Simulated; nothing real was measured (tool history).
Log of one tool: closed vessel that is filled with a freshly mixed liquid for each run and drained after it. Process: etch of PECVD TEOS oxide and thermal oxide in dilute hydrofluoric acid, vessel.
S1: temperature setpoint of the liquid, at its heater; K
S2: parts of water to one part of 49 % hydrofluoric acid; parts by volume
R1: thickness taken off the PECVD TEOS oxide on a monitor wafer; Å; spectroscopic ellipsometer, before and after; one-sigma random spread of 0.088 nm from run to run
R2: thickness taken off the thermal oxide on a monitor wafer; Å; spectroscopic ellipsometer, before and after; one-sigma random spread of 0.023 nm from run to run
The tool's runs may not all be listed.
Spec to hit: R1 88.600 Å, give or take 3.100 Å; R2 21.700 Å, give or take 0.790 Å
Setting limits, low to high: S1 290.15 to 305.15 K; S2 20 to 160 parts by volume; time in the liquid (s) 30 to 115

run 1 hour=0.0 | S1=297.15 S2=90 time_in_the_liquid_(s)=60 | R1=111.780 R2=27.222
run 2 hour=3.1 | S1=294.65 S2=90 time_in_the_liquid_(s)=60 | R1=101.500 R2=24.662
run 3 hour=8.1 | S1=297.15 S2=90 time_in_the_liquid_(s)=60 | R1=112.240 R2=27.459
run 4 hour=9.5 | S1=294.65 S2=90 time_in_the_liquid_(s)=60 | R1=102.750 R2=24.932
run 5 hour=11.8 | S1=293.65 S2=90 time_in_the_liquid_(s)=60 | R1=98.036 R2=24.001
run 6 hour=17.9 | S1=293.65 S2=75 time_in_the_liquid_(s)=60 | R1=120.680 R2=29.678
run 7 hour=20.4 | S1=292.65 S2=80 time_in_the_liquid_(s)=60 | R1=105.810 R2=26.205
run 8 hour=23.8 | S1=292.15 S2=80 time_in_the_liquid_(s)=60 | R1=105.330 R2=26.091
run 9 hour=32.6 | S1=291.65 S2=85 time_in_the_liquid_(s)=60 | R1=94.753 R2=23.520
-- hour=39.7 hydrofluoric acid flow meter replaced
run 10 hour=39.7 | S1=290.15 S2=85 time_in_the_liquid_(s)=60 | R1=97.788 R2=24.382

Which single option among these 5 for the next run brings every result within its allowed miss of target? Just one does.
run A hour=46.8 | S1=295.65 S2=75 time_in_the_liquid_(s)=40 | R1=? R2=?
run B hour=46.8 | S1=293.65 S2=100 time_in_the_liquid_(s)=60 | R1=? R2=?
run C hour=46.8 | S1=290.15 S2=115 time_in_the_liquid_(s)=75 | R1=? R2=?
run D hour=46.8 | S1=290.15 S2=65 time_in_the_liquid_(s)=45 | R1=? R2=?
run E hour=46.8 | S1=290.15 S2=80 time_in_the_liquid_(s)=55 | R1=? R2=?

move=A R1=95.333 R2=23.244
move=B R1=95.957 R2=23.396
move=C R1=88.809 R2=21.653
move=D R1=99.384 R2=24.232
move=E R1=97.102 R2=23.675
A: nearer the targets than the last run, but a result is still out of spec
B: nearer the targets than the last run, but a result is still out of spec
C: all results land within tolerance of their targets
D: roughly where the last run was
E: nearer the targets than the last run, but a result is still out of spec
Answer: C
